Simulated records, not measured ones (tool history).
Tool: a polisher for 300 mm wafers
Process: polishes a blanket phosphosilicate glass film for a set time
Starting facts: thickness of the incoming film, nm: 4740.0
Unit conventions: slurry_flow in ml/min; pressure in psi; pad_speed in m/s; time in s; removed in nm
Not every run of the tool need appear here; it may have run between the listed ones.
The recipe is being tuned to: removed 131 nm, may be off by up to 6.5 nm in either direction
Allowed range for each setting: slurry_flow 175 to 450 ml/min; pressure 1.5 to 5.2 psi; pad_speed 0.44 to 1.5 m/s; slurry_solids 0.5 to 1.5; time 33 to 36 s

run,hour,slurry_flow,pressure,pad_speed,slurry_solids,time,removed
1,0,290,3.3,0.96,1,36,195.85
2,7.1,290,3.1,0.96,1,36,179.19
3,10.6,290,3,0.96,1,36,183.16
4,19.6,290,3,0.96,1.15,36,188.78
5,26.3,290,3,0.96,0.95,36,176.34
# hour 27.4: conditioning disc replaced and pad reconditioned
6,27.4,290,3.4,0.96,0.95,36,260.25
7,33.5,290,3.3,0.96,0.95,36,263.11
8,36.9,290,3.3,0.96,0.95,36,256.94
9,44.3,290,3.2,0.96,0.95,36,247.88
10,52.2,290,3,0.96,0.95,36,236.2
11,54.6,290,2.8,0.88,0.95,36,204.94
12,58.6,290,2.6,0.88,0.95,36,190.73
13,59.4,290,2.4,0.88,0.95,36,178.33

Next run, 4 choices. One meets every target within its allowed miss, the rest don't. Which?
A,60.2,220,2.6,0.7,0.8,36,?
B,60.2,260,2.2,0.86,1.1,33,?
C,60.2,280,1.9,0.98,1.05,33,?
D,60.2,280,1.6,1.04,1.1,33,?

move,removed
A,146.26
B,152.84
C,145.88
D,132.29
A: moves toward the targets from the last run without getting all of them in spec
B: moves toward the targets from the last run without getting all of them in spec
C: moves toward the targets from the last run without getting all of them in spec
D: every result lands within tolerance
Go with D: it meets all targets.
